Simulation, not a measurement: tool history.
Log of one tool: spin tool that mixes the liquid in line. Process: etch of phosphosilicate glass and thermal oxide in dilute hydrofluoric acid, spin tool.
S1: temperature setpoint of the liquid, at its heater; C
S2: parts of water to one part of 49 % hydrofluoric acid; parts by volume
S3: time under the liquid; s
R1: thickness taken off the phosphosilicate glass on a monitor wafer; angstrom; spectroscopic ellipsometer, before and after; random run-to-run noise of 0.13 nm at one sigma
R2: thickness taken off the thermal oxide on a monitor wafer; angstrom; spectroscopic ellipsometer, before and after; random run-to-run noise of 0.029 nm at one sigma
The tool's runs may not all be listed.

{"run": 1, "day": 0.0, "S1": 20.0, "S2": 145, "S3": 30, "R1": 314.23, "R2": 8.7862}
{"run": 2, "day": 0.121, "S1": 20.0, "S2": 145, "S3": 40, "R1": 418.92, "R2": 11.357}
{"run": 3, "day": 0.4, "S1": 18.0, "S2": 145, "S3": 40, "R1": 389.29, "R2": 9.7206}
{"run": 4, "day": 0.542, "S1": 18.0, "S2": 165, "S3": 40, "R1": 333.93, "R2": 8.9506}
{"run": 5, "day": 0.812, "S1": 17.5, "S2": 180, "S3": 40, "R1": 297.91, "R2": 8.0403}
{"run": 6, "day": 0.962, "S1": 17.5, "S2": 195, "S3": 40, "R1": 268.44, "R2": 7.0524}

For run 7, what comes out?
{"run": 7, "day": 1.329, "S1": 17.5, "S2": 205, "S3": 40, "R1": "?", "R2": "?"}

{"run 7": {"R1": 253.69, "R2": 6.2441}}
